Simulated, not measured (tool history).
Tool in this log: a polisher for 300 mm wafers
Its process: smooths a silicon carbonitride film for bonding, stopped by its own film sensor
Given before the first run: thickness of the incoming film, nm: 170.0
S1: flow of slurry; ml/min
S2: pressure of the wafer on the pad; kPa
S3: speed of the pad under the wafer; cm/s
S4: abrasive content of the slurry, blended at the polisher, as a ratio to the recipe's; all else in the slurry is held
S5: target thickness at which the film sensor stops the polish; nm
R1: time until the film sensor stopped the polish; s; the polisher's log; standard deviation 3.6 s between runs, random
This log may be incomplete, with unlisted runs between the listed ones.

| run | hour | S1 | S2 | S3 | S4 | S5 | R1 |
|---|---|---|---|---|---|---|---|
| 1 | 0.0 | 235 | 19.3 | 86 | 1.00 | 127 | 170.20 |
| 2 | 1.4 | 235 | 16.5 | 80 | 1.00 | 127 | 204.93 |
| 3 | 9.2 | 235 | 14.5 | 76 | 1.00 | 127 | 244.40 |
| 4 | 14.0 | 235 | 14.5 | 76 | 0.85 | 127 | 258.98 |
| 5 | 18.9 | 235 | 14.5 | 76 | 1.00 | 127 | 244.00 |
| 6 | 25.9 | 235 | 14.5 | 94 | 1.00 | 127 | 212.55 |

Forecast run 7:
| 7 | 31.0 | 235 | 13.1 | 88 | 1.00 | 127 | ? |

Run 7 produced R1 240.05 s.

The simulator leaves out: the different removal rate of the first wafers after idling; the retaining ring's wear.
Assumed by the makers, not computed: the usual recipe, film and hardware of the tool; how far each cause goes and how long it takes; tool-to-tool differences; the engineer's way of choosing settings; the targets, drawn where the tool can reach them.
